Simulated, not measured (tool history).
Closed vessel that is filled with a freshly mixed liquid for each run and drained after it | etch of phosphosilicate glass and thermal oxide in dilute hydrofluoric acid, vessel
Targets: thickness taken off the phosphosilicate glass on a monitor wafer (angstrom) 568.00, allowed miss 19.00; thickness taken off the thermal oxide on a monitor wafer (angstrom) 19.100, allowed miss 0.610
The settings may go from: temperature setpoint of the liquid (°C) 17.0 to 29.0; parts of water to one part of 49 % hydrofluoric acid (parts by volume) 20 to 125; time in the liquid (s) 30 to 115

run  hour  temperature setpoint of the liquid (°C)  parts of water to one part of 49 % hydrofluoric acid (parts by volume)  time in the liquid (s)  thickness taken off the phosphosilicate glass on a monitor wafer (angstrom)  thickness taken off the thermal oxide on a monitor wafer (angstrom)
  1   0.0                                     21.0                                                                      70                      60                                                                      1157.00                                                               39.046
  2   5.9                                     20.5                                                                      75                      60                                                                      1038.30                                                               34.842
  3  10.0                                     20.0                                                                      80                      60                                                                       959.02                                                               31.664
  4  13.7                                     20.0                                                                      85                      60                                                                       895.83                                                               30.440
  5  22.1                                     21.5                                                                      85                      60                                                                       962.54                                                               32.133
  6  30.1                                     21.5                                                                      75                      60                                                                      1097.00                                                               36.778
  7  35.6                                     21.0                                                                      80                      60                                                                      1011.00                                                               33.823
  8  42.8                                     20.5                                                                      85                      60                                                                       895.02                                                               30.680
  9  51.4                                     20.0                                                                      85                      60                                                                       910.38                                                               30.422
 10  55.5                                     19.5                                                                      90                      60                                                                       829.03                                                               27.466
 11  58.8                                     19.5                                                                      95                      60                                                                       780.95                                                               26.257
 12  65.8                                     19.0                                                                      95                      60                                                                       770.58                                                               25.535

4 next moves are on the table. One of them brings every result within its allowed miss. Which?
  A  72.8                                     17.5                                                                     100                      50                                                                            ?                                                                    ?
  B  72.8                                     29.0                                                                      90                      30                                                                            ?                                                                    ?
  C  72.8                                     17.0                                                                     100                      55                                                                            ?                                                                    ?
  D  72.8                                     20.0                                                                     100                      50                                                                            ?                                                                    ?

move  thickness taken off the phosphosilicate glass on a monitor wafer (angstrom)  thickness taken off the thermal oxide on a monitor wafer (angstrom)
   A                                                                       570.58                                                               19.120
   B                                                                       610.29                                                               20.451
   C                                                                       614.56                                                               20.594
   D                                                                       633.01                                                               21.212
A: meets every target
B: nearer than the last run, and not there yet
C: nearer than the last run, and not there yet
D: nearer than the last run, and not there yet
The right move is A.
